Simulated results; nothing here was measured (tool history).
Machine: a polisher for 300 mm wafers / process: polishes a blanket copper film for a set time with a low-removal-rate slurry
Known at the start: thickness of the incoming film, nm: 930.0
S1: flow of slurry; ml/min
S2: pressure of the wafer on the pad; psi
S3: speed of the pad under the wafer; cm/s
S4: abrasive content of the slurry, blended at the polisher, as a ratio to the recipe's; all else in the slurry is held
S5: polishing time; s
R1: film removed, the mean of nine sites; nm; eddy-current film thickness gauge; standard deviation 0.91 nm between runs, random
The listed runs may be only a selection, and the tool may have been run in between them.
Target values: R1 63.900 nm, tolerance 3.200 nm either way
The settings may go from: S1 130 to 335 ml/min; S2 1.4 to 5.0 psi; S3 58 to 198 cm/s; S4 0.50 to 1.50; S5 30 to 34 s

Run 1, day 0.000: S1 215 ml/min, S2 3.2 psi, S3 128 cm/s, S4 1.00, S5 34 s. Result: R1 133.310 nm.
Run 2, day 0.308: S1 215 ml/min, S2 3.2 psi, S3 104 cm/s, S4 1.00, S5 34 s. Result: R1 114.360 nm.
Run 3, day 0.675: S1 195 ml/min, S2 3.2 psi, S3 104 cm/s, S4 1.00, S5 34 s. Result: R1 109.750 nm.
Run 4, day 0.958: S1 190 ml/min, S2 2.7 psi, S3 102 cm/s, S4 1.00, S5 34 s. Result: R1 95.273 nm.
Run 5, day 1.288: S1 190 ml/min, S2 2.7 psi, S3 102 cm/s, S4 1.00, S5 34 s. Result: R1 92.495 nm.
Run 6, day 1.596: S1 190 ml/min, S2 3.2 psi, S3 102 cm/s, S4 1.00, S5 34 s. Result: R1 112.330 nm.
Run 7, day 1.938: S1 190 ml/min, S2 2.7 psi, S3 100 cm/s, S4 1.00, S5 34 s. Result: R1 91.219 nm.
Run 8, day 2.242: S1 190 ml/min, S2 2.4 psi, S3 98 cm/s, S4 1.00, S5 34 s. Result: R1 81.269 nm.
Run 9, day 2.475: S1 190 ml/min, S2 2.2 psi, S3 98 cm/s, S4 1.00, S5 34 s. Result: R1 76.292 nm.
Run 10, day 2.712: S1 190 ml/min, S2 1.6 psi, S3 96 cm/s, S4 1.00, S5 34 s. Result: R1 52.145 nm.
Run 11, day 2.804: S1 190 ml/min, S2 1.7 psi, S3 96 cm/s, S4 1.00, S5 34 s. Result: R1 55.809 nm.
Run 12, day 3.142: S1 190 ml/min, S2 2.1 psi, S3 98 cm/s, S4 1.00, S5 34 s. Result: R1 71.052 nm.

Which single option among these 5 for the next run brings every result within its allowed miss of target? Just one does.
Run A, day 3.479: S1 165 ml/min, S2 2.2 psi, S3 96 cm/s, S4 1.00, S5 30 s. Result: R1 ?.
Run B, day 3.479: S1 155 ml/min, S2 2.7 psi, S3 102 cm/s, S4 0.85, S5 34 s. Result: R1 ?.
Run C, day 3.479: S1 175 ml/min, S2 2.2 psi, S3 72 cm/s, S4 1.30, S5 31 s. Result: R1 ?.
Run D, day 3.479: S1 180 ml/min, S2 2.5 psi, S3 98 cm/s, S4 0.80, S5 34 s. Result: R1 ?.
Run E, day 3.479: S1 220 ml/min, S2 1.9 psi, S3 94 cm/s, S4 1.00, S5 30 s. Result: R1 ?.

move      R1
   A  63.217
   B  86.374
   C  56.700
   D  77.164
   E  55.540
A: hits every target within its allowed miss
B: misses by more than the last run did
C: moves the result that the last run missed by most past its target, out the other side
D: misses by more than the last run did
E: moves the result that the last run missed by most past its target, out the other side
So the answer is move A, the one that meets all the targets.
